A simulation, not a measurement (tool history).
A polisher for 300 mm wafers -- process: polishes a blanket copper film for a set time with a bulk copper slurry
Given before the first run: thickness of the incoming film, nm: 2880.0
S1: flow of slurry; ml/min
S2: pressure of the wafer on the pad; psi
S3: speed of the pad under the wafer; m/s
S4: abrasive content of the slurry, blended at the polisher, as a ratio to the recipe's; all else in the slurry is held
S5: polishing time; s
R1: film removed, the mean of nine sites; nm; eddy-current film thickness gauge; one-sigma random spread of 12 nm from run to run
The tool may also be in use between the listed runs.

run,hour,S1,S2,S3,S4,S5,R1
1,0,260,3.5,1.38,1,45,715.6
2,7.5,285,3.5,1.38,1,45,737.1
3,12.9,285,2.7,1.38,1,45,575.55
4,17,330,2.7,1.38,1,45,577.98
5,20.8,330,2.7,1.38,0.9,45,563.94
6,27.1,330,3,1.38,0.9,45,623.73
7,28.9,330,3,1.38,0.9,45,626.87
8,29.5,330,3,1.38,0.9,45,636.93
9,36.6,330,3.2,1.38,0.9,45,661.8
10,42.1,330,3.4,1.38,0.9,45,699.03
11,45.7,330,3.6,1.38,0.9,45,758.38
12,53.7,330,3.7,1.38,0.9,45,765.18

Run 13 has not been measured yet. What should we expect?
13,55.4,330,3.8,1.38,0.9,45,?

Run 13 gave R1 801.88 nm.
